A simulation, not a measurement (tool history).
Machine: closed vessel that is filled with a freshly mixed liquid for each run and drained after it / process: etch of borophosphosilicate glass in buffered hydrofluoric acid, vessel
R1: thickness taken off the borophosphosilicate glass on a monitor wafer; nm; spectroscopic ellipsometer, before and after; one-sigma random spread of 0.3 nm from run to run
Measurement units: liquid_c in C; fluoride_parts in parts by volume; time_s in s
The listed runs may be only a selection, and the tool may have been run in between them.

{"run": 1, "hour": 0.0, "liquid_c": 23, "fluoride_parts": 19, "time_s": 90, "R1": 92.43}
{"run": 2, "hour": 2.1, "liquid_c": 25.5, "fluoride_parts": 19, "time_s": 90, "R1": 105.75}
{"run": 3, "hour": 6.4, "liquid_c": 25.5, "fluoride_parts": 19, "time_s": 95, "R1": 112.49}
{"run": 4, "hour": 14.3, "liquid_c": 25.5, "fluoride_parts": 24, "time_s": 95, "R1": 93.42}
{"run": 5, "hour": 17.9, "liquid_c": 23.5, "fluoride_parts": 24, "time_s": 95, "R1": 83.667}
{"run": 6, "hour": 26.9, "liquid_c": 22, "fluoride_parts": 24, "time_s": 95, "R1": 77.731}
{"run": 7, "hour": 32.5, "liquid_c": 21, "fluoride_parts": 24, "time_s": 95, "R1": 73.379}

What will run 8 give?
{"run": 8, "hour": 39.7, "liquid_c": 20.5, "fluoride_parts": 24, "time_s": 95, "R1": "?"}

Run 8 produced R1 70.938 nm.
